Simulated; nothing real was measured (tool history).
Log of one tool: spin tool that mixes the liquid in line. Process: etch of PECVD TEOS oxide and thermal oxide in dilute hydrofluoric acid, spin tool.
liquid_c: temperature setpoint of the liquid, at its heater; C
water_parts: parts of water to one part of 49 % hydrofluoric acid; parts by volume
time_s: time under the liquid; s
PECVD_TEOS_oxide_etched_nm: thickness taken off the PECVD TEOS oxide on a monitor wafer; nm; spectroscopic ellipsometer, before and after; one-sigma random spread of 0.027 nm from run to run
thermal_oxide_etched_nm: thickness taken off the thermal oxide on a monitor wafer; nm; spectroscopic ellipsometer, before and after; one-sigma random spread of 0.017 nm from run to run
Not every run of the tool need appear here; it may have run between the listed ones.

run	day	liquid_c	water_parts	time_s	PECVD_TEOS_oxide_etched_nm	thermal_oxide_etched_nm
1	0.000	23.0	275	180	6.6167	2.68120
2	0.142	23.0	350	180	4.9006	1.98320
3	0.408	22.0	350	180	4.7168	1.90150
4	0.517	22.0	350	110	2.8748	1.16000
5	0.704	23.0	345	110	3.0464	1.23030
6	1.075	23.0	410	110	2.4289	0.98527
7	1.392	24.0	400	110	2.5923	1.06030
# day 1.712: hydrofluoric acid flow meter replaced
8	1.712	24.5	390	110	2.4582	1.01040
9	1.792	22.0	280	110	3.5038	1.43940
10	1.858	23.0	280	110	3.6045	1.45380

For run 11, what comes out?
11	2.192	26.5	240	110	?	?

{"run 11": {"PECVD_TEOS_oxide_etched_nm": 4.9573, "thermal_oxide_etched_nm": 2.0221}}
